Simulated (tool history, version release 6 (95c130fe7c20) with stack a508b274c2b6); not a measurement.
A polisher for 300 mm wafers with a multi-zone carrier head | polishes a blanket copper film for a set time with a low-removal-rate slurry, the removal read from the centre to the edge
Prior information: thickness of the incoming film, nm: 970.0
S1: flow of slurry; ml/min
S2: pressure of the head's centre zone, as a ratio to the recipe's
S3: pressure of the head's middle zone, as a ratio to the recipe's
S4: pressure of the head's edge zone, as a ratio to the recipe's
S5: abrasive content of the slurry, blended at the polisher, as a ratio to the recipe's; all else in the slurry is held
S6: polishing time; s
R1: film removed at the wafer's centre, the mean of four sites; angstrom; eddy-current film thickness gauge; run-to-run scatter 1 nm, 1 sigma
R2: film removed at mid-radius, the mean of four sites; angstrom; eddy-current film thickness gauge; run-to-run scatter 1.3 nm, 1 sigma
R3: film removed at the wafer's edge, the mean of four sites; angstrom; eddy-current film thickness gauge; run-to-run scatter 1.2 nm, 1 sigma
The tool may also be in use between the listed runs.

run	hour	S1	S2	S3	S4	S5	S6	R1	R2	R3
1	0.0	180	1.00	1.00	1.00	1.00	36	1231.1	1194.5	1144.9
2	4.4	180	1.00	1.00	1.08	1.00	36	1237.3	1207.5	1201.9
3	6.6	180	1.00	1.00	1.08	1.00	44	1515.4	1500.1	1456.0
4	7.9	180	1.00	0.96	1.08	1.00	44	1507.9	1472.2	1467.3
5	13.0	180	1.00	0.96	1.08	0.90	44	1457.8	1415.1	1413.1
6	15.0	165	0.94	0.94	1.09	0.80	44	1354.8	1324.0	1392.6

The next listed run, before its measurement:
7	17.1	145	0.90	0.98	1.12	0.75	43	?	?	?

{"run 7": {"R1": 1201.1, "R2": 1299.2, "R3": 1340.8}}
